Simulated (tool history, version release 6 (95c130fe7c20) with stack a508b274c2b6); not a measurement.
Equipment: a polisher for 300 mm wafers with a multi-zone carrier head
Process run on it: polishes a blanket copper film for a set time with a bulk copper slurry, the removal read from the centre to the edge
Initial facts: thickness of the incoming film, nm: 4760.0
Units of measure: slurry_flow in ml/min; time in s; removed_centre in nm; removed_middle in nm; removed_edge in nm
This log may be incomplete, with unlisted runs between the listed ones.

Run 1, hour 0.0: slurry_flow 185 ml/min, centre_zone 1.00, middle_zone 1.00, edge_zone 1.00, slurry_solids 1.00, time 48 s. Result: removed_centre 381.49 nm, removed_middle 387.79 nm, removed_edge 394.83 nm.
Run 2, hour 4.1: slurry_flow 180 ml/min, centre_zone 0.98, middle_zone 0.99, edge_zone 0.98, slurry_solids 0.90, time 46 s. Result: removed_centre 349.51 nm, removed_middle 362.30 nm, removed_edge 369.97 nm.
Run 3, hour 8.5: slurry_flow 180 ml/min, centre_zone 0.98, middle_zone 0.99, edge_zone 0.98, slurry_solids 0.90, time 57 s. Result: removed_centre 431.98 nm, removed_middle 436.06 nm, removed_edge 456.50 nm.
Run 4, hour 11.0: slurry_flow 180 ml/min, centre_zone 0.94, middle_zone 0.99, edge_zone 0.98, slurry_solids 0.90, time 57 s. Result: removed_centre 419.73 nm, removed_middle 445.12 nm, removed_edge 455.27 nm.
Run 5, hour 12.1: slurry_flow 180 ml/min, centre_zone 0.94, middle_zone 1.06, edge_zone 0.98, slurry_solids 0.90, time 57 s. Result: removed_centre 422.59 nm, removed_middle 463.22 nm, removed_edge 460.63 nm.
Run 6, hour 15.8: slurry_flow 175 ml/min, centre_zone 0.94, middle_zone 1.04, edge_zone 0.97, slurry_solids 0.85, time 53 s. Result: removed_centre 382.63 nm, removed_middle 420.07 nm, removed_edge 412.04 nm.
Run 7, hour 17.9: slurry_flow 140 ml/min, centre_zone 0.88, middle_zone 0.94, edge_zone 0.93, slurry_solids 0.60, time 39 s. Result: removed_centre 236.54 nm, removed_middle 263.25 nm, removed_edge 272.24 nm.
Run 8, hour 26.9: slurry_flow 140 ml/min, centre_zone 0.88, middle_zone 0.93, edge_zone 0.92, slurry_solids 0.60, time 39 s. Result: removed_centre 230.30 nm, removed_middle 255.77 nm, removed_edge 274.30 nm.
Run 9, hour 33.7: slurry_flow 140 ml/min, centre_zone 0.89, middle_zone 0.93, edge_zone 0.91, slurry_solids 0.60, time 39 s. Result: removed_centre 238.99 nm, removed_middle 255.35 nm, removed_edge 271.76 nm.
Run 10, hour 36.2: slurry_flow 140 ml/min, centre_zone 0.89, middle_zone 0.93, edge_zone 0.90, slurry_solids 0.60, time 39 s. Result: removed_centre 241.77 nm, removed_middle 252.85 nm, removed_edge 270.98 nm.

Run 11 comes next. What will it give?
Run 11, hour 43.8: slurry_flow 140 ml/min, centre_zone 0.88, middle_zone 0.94, edge_zone 0.89, slurry_solids 0.60, time 39 s. Result: removed_centre ?, removed_middle ?, removed_edge ?.

{"run 11": {"removed_centre": 232.5, "removed_middle": 259.07, "removed_edge": 271.75}}
